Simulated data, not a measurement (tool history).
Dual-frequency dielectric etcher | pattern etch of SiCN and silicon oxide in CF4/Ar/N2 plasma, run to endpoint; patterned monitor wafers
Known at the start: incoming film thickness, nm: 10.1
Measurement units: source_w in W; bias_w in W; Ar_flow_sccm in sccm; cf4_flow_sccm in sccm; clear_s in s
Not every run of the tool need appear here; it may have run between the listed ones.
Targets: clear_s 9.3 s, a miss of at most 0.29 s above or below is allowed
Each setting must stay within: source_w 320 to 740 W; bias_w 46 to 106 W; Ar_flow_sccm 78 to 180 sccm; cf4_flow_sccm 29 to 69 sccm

{"run": 1, "hour": 0.0, "source_w": 530, "bias_w": 76, "Ar_flow_sccm": 129, "cf4_flow_sccm": 49, "clear_s": 11.404}
{"run": 2, "hour": 6.5, "source_w": 570, "bias_w": 77, "Ar_flow_sccm": 128, "cf4_flow_sccm": 49, "clear_s": 10.379}
{"run": 3, "hour": 12.7, "source_w": 590, "bias_w": 77, "Ar_flow_sccm": 128, "cf4_flow_sccm": 49, "clear_s": 10.336}
{"run": 4, "hour": 18.8, "source_w": 610, "bias_w": 78, "Ar_flow_sccm": 128, "cf4_flow_sccm": 49, "clear_s": 9.9723}
{"run": 5, "hour": 20.1, "source_w": 620, "bias_w": 78, "Ar_flow_sccm": 128, "cf4_flow_sccm": 49, "clear_s": 9.7607}
{"run": 6, "hour": 26.2, "source_w": 550, "bias_w": 78, "Ar_flow_sccm": 128, "cf4_flow_sccm": 49, "clear_s": 10.822}
{"run": 7, "hour": 33.3, "source_w": 580, "bias_w": 79, "Ar_flow_sccm": 128, "cf4_flow_sccm": 49, "clear_s": 10.397}
{"run": 8, "hour": 35.7, "source_w": 600, "bias_w": 80, "Ar_flow_sccm": 127, "cf4_flow_sccm": 49, "clear_s": 9.9707}
{"run": 9, "hour": 36.8, "source_w": 610, "bias_w": 80, "Ar_flow_sccm": 127, "cf4_flow_sccm": 49, "clear_s": 9.7748}

Exactly one of the 5 candidate moves below puts every result within its allowed miss. Which one?
{"run": "A", "hour": 37.9, "source_w": 600, "bias_w": 82, "Ar_flow_sccm": 118, "cf4_flow_sccm": 38, "clear_s": "?"}
{"run": "B", "hour": 37.9, "source_w": 620, "bias_w": 77, "Ar_flow_sccm": 126, "cf4_flow_sccm": 47, "clear_s": "?"}
{"run": "C", "hour": 37.9, "source_w": 590, "bias_w": 76, "Ar_flow_sccm": 100, "cf4_flow_sccm": 39, "clear_s": "?"}
{"run": "D", "hour": 37.9, "source_w": 610, "bias_w": 91, "Ar_flow_sccm": 123, "cf4_flow_sccm": 46, "clear_s": "?"}
{"run": "E", "hour": 37.9, "source_w": 610, "bias_w": 77, "Ar_flow_sccm": 130, "cf4_flow_sccm": 46, "clear_s": "?"}

move=A clear_s=10.233
move=B clear_s=9.7593
move=C clear_s=10.464
move=D clear_s=9.2636
move=E clear_s=9.9953
A: further off than the last run
B: as far off as the last run
C: further off than the last run
D: each result inside its tolerance
E: further off than the last run
The right move is D.

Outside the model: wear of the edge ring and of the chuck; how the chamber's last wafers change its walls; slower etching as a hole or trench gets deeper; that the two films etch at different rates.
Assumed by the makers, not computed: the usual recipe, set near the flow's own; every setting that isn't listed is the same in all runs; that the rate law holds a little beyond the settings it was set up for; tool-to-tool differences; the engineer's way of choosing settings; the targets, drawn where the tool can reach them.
